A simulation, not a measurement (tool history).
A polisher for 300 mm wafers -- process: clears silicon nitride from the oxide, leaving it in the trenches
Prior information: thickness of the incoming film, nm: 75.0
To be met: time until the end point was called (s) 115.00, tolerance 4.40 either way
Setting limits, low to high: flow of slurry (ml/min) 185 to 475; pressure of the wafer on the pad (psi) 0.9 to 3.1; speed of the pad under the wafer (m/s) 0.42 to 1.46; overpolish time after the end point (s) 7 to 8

run,day,flow of slurry (ml/min),pressure of the wafer on the pad (psi),speed of the pad under the wafer (m/s),overpolish time after the end point (s),time until the end point was called (s)
1,0.000,305,2.0,0.94,8,141.30
2,0.179,305,1.8,0.94,8,149.08
3,0.292,305,2.0,0.94,8,142.09
4,0.383,305,2.0,0.94,8,139.90
5,0.575,305,2.2,0.94,8,130.38
6,0.671,305,2.3,0.94,8,126.10
# day 1.012: slurry nozzle cleaned
7,1.012,305,2.3,0.94,8,123.79
8,1.138,305,2.4,0.94,8,120.53

5 candidate next runs follow, results not yet known. Just one meets every target within its allowed miss. Identify it.
A,1.262,355,2.2,1.08,7,?
B,1.262,270,2.2,0.96,7,?
C,1.262,310,2.2,0.98,8,?
D,1.262,300,2.6,0.80,7,?
E,1.262,340,2.5,0.86,7,?

move,time until the end point was called (s)
A,115.09
B,129.23
C,125.42
D,129.90
E,125.35
A: every result within its allowed miss
B: misses by more than the last run did
C: misses by more than the last run did
D: misses by more than the last run did
E: misses by more than the last run did
A is the move that brings every result within its allowed miss.
